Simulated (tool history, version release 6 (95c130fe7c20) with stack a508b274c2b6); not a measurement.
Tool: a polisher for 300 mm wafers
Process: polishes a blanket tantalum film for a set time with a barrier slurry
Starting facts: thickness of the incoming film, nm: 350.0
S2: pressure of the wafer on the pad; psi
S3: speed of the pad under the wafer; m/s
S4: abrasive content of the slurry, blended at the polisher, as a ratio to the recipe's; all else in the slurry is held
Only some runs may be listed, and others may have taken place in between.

run 1 hour=0.0 | flow_of_slurry_(ml/min)=205 S2=2.3 S3=1.16 S4=1.0 polishing_time_(s)=52 | film_removed_(angstrom)=1047.20
run 2 hour=0.5 | flow_of_slurry_(ml/min)=205 S2=2.2 S3=1.16 S4=1.0 polishing_time_(s)=52 | film_removed_(angstrom)=997.62
run 3 hour=4.9 | flow_of_slurry_(ml/min)=205 S2=2.1 S3=1.16 S4=1.0 polishing_time_(s)=52 | film_removed_(angstrom)=977.12
run 4 hour=10.1 | flow_of_slurry_(ml/min)=205 S2=2.1 S3=1.16 S4=1.0 polishing_time_(s)=52 | film_removed_(angstrom)=966.93
run 5 hour=17.2 | flow_of_slurry_(ml/min)=230 S2=2.1 S3=1.16 S4=1.0 polishing_time_(s)=52 | film_removed_(angstrom)=995.46
run 6 hour=22.0 | flow_of_slurry_(ml/min)=230 S2=2.1 S3=1.16 S4=1.0 polishing_time_(s)=52 | film_removed_(angstrom)=984.25
run 7 hour=26.8 | flow_of_slurry_(ml/min)=230 S2=2.0 S3=1.16 S4=1.0 polishing_time_(s)=52 | film_removed_(angstrom)=935.82
run 8 hour=29.8 | flow_of_slurry_(ml/min)=230 S2=1.9 S3=1.16 S4=1.0 polishing_time_(s)=52 | film_removed_(angstrom)=890.85

Estimate the outcome of run 9 from the log above:
run 9 hour=34.5 | flow_of_slurry_(ml/min)=230 S2=1.8 S3=1.16 S4=1.0 polishing_time_(s)=52 | film_removed_(angstrom)=?

{"run 9": {"film removed (angstrom)": 846.22}}

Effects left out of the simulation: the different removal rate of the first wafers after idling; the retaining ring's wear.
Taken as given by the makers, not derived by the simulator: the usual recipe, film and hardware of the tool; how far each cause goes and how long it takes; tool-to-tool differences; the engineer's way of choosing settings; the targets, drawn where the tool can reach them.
